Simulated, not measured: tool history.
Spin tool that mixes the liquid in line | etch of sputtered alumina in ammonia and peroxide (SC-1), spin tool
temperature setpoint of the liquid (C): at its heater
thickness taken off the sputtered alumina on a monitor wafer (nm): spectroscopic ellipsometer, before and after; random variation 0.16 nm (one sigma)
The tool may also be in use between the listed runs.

run,day,temperature setpoint of the liquid (C),parts of 29 % ammonia solution to one part of 30 % peroxide (parts by volume),time under the liquid (s),thickness taken off the sputtered alumina on a monitor wafer (nm)
1,0.000,54.0,0.60,105,9.7024
2,0.221,54.0,0.60,115,10.7840
3,0.379,55.0,0.60,115,11.3580
4,0.704,52.0,0.60,115,9.6149
5,0.892,52.0,0.40,115,9.3179
6,1.146,45.5,0.40,115,6.4781
7,1.475,47.5,0.40,115,7.1109
8,1.504,49.5,0.40,115,7.9276
9,1.804,51.0,0.40,115,8.8602
10,1.854,59.0,0.45,115,13.3700
11,2.129,59.5,0.45,115,13.9830
12,2.488,60.0,0.45,115,14.3620
13,2.788,60.5,0.45,115,14.6970
14,2.854,61.0,0.45,115,14.9390
15,3.067,61.5,0.45,115,15.5320
16,3.412,62.0,0.45,115,15.7510

Forecast run 17:
17,3.596,62.5,0.45,115,?

{"run 17": {"thickness taken off the sputtered alumina on a monitor wafer (nm)": 16.361}}
